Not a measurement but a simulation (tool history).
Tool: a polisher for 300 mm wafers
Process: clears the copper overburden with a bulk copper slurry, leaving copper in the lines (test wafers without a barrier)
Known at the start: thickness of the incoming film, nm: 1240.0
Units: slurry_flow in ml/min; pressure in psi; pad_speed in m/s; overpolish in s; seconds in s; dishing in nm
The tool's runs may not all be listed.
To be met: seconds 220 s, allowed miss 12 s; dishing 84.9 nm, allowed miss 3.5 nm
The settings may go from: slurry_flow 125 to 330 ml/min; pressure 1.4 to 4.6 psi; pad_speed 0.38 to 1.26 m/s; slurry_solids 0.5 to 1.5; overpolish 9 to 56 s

run 1 hour=0 | slurry_flow=210 pressure=3 pad_speed=0.82 slurry_solids=1 overpolish=29 | seconds=167.09 dishing=96.892
run 2 hour=8.2 | slurry_flow=210 pressure=2.9 pad_speed=0.82 slurry_solids=1 overpolish=29 | seconds=173.25 dishing=96.151
run 3 hour=12.2 | slurry_flow=210 pressure=2.8 pad_speed=0.82 slurry_solids=1 overpolish=29 | seconds=175.23 dishing=92.479
run 4 hour=17.6 | slurry_flow=190 pressure=2.8 pad_speed=0.82 slurry_solids=1 overpolish=29 | seconds=177.66 dishing=93.1
run 5 hour=18.5 | slurry_flow=190 pressure=2.7 pad_speed=0.82 slurry_solids=1 overpolish=29 | seconds=185.2 dishing=92.667
run 6 hour=21 | slurry_flow=240 pressure=2.7 pad_speed=0.82 slurry_solids=1 overpolish=29 | seconds=179.84 dishing=93.884
run 7 hour=23.9 | slurry_flow=240 pressure=2.6 pad_speed=0.82 slurry_solids=1 overpolish=29 | seconds=185.74 dishing=91.587
run 8 hour=31.4 | slurry_flow=240 pressure=2.5 pad_speed=0.82 slurry_solids=1 overpolish=29 | seconds=199.73 dishing=91.439
run 9 hour=34.5 | slurry_flow=240 pressure=2.4 pad_speed=0.82 slurry_solids=1 overpolish=27 | seconds=206.05 dishing=85.255

4 next moves are on the table. One of them brings every result within its allowed miss. Which?
run A hour=37.6 | slurry_flow=205 pressure=2.4 pad_speed=0.72 slurry_solids=1.15 overpolish=29 | seconds=? dishing=?
run B hour=37.6 | slurry_flow=255 pressure=2.3 pad_speed=0.7 slurry_solids=0.95 overpolish=27 | seconds=? dishing=?
run C hour=37.6 | slurry_flow=195 pressure=2.4 pad_speed=0.68 slurry_solids=0.85 overpolish=29 | seconds=? dishing=?
run D hour=37.6 | slurry_flow=265 pressure=1.7 pad_speed=0.94 slurry_solids=1 overpolish=31 | seconds=? dishing=?

move=A seconds=222.06 dishing=83.512
move=B seconds=242.65 dishing=76.255
move=C seconds=253.05 dishing=77.977
move=D seconds=252.29 dishing=76.383
A: meets every target
B: takes the result that was furthest off past its target
C: takes the result that was furthest off past its target
D: takes the result that was furthest off past its target
The right move is A.

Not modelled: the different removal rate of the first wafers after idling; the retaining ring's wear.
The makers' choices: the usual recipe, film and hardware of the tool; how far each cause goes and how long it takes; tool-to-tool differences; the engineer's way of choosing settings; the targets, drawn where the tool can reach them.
